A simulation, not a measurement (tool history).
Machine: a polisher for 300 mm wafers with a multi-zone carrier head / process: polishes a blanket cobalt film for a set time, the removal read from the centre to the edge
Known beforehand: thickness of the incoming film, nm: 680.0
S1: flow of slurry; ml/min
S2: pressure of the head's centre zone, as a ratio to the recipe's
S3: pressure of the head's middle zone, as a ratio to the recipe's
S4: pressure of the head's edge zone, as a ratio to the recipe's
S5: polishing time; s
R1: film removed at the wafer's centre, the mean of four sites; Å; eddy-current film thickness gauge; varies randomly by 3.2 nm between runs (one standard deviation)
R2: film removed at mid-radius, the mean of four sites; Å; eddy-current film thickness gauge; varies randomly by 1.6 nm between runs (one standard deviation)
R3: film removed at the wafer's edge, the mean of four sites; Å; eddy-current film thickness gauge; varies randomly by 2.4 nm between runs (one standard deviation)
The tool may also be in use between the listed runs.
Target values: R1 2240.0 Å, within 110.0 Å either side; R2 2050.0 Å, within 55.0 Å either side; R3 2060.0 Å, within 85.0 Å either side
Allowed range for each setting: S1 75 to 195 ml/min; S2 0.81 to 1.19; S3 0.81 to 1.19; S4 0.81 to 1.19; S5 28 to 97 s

run 1 day=0.000 | S1=125 S2=1.00 S3=1.00 S4=1.00 S5=62 | R1=2743.2 R2=2748.1 R3=2676.9
run 2 day=0.275 | S1=125 S2=1.00 S3=1.00 S4=1.00 S5=71 | R1=3150.7 R2=3141.7 R3=3150.3
run 3 day=0.358 | S1=125 S2=1.00 S3=1.09 S4=1.00 S5=71 | R1=3130.6 R2=3431.6 R3=3174.1
run 4 day=0.517 | S1=125 S2=1.00 S3=1.04 S4=1.00 S5=71 | R1=3159.1 R2=3256.0 R3=3074.2
run 5 day=0.825 | S1=125 S2=1.06 S3=1.04 S4=1.00 S5=71 | R1=3316.4 R2=3252.3 R3=3098.6
run 6 day=0.962 | S1=125 S2=1.06 S3=1.01 S4=1.00 S5=71 | R1=3299.7 R2=3186.8 R3=3168.9
run 7 day=1.171 | S1=120 S2=1.04 S3=0.98 S4=0.96 S5=65 | R1=2938.4 R2=2815.1 R3=2763.6
run 8 day=1.546 | S1=115 S2=1.03 S3=0.95 S4=0.93 S5=61 | R1=2722.3 R2=2561.1 R3=2594.5
run 9 day=1.717 | S1=100 S2=1.06 S3=0.95 S4=0.87 S5=46 | R1=2006.6 R2=1913.4 R3=1849.9
run 10 day=2.075 | S1=110 S2=1.06 S3=0.94 S4=0.89 S5=46 | R1=2082.5 R2=1910.0 R3=1911.4
run 11 day=2.404 | S1=120 S2=1.05 S3=0.95 S4=0.90 S5=46 | R1=2083.8 R2=1968.4 R3=1942.6
run 12 day=2.571 | S1=125 S2=1.05 S3=0.95 S4=0.91 S5=46 | R1=2152.0 R2=1972.8 R3=1914.1

Below are 5 possible settings for the next run. Only one of them brings all results inside the allowed miss of their targets. Which is it?
run A day=2.738 | S1=125 S2=1.03 S3=0.96 S4=0.90 S5=45 | R1=? R2=? R3=?
run B day=2.738 | S1=140 S2=1.00 S3=1.05 S4=0.89 S5=43 | R1=? R2=? R3=?
run C day=2.738 | S1=110 S2=1.02 S3=0.93 S4=0.89 S5=50 | R1=? R2=? R3=?
run D day=2.738 | S1=125 S2=1.01 S3=1.05 S4=0.85 S5=44 | R1=? R2=? R3=?
run E day=2.738 | S1=120 S2=1.04 S3=0.97 S4=0.91 S5=44 | R1=? R2=? R3=?

move=A R1=2062.9 R2=1950.6 R3=1871.4
move=B R1=1957.9 R2=2027.9 R3=1803.6
move=C R1=2208.4 R2=2069.5 R3=2036.6
move=D R1=1978.7 R2=2034.3 R3=1787.0
move=E R1=2019.7 R2=1907.0 R3=1828.2
A: the biggest miss grows against the last run
B: the biggest miss grows against the last run
C: in spec on every target
D: the biggest miss grows against the last run
E: the biggest miss grows against the last run
Move C is the one to make.

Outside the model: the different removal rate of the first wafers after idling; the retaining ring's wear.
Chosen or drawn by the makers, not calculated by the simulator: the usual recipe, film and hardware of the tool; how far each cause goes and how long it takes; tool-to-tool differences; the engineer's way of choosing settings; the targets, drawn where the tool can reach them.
